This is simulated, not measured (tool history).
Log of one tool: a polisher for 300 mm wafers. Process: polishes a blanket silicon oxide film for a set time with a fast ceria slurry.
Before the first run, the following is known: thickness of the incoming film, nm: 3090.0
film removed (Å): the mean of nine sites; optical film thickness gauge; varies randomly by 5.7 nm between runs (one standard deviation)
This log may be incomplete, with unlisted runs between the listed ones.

run,hour,flow of slurry (ml/min),pressure of the wafer on the pad (psi),speed of the pad under the wafer (cm/s),polishing time (s),film removed (Å)
1,0,235,1.8,124,105,12265
2,4,235,1.8,154,105,15151
3,11.2,230,1.5,122,105,10157
4,15.1,225,1.3,100,105,7252.6
5,22.8,225,1.1,92,105,5718
6,26.2,190,1.1,92,105,5486.9

What does the tool deliver on the next run?
7,29.5,180,1,92,105,?

film removed (Å): 4970.9

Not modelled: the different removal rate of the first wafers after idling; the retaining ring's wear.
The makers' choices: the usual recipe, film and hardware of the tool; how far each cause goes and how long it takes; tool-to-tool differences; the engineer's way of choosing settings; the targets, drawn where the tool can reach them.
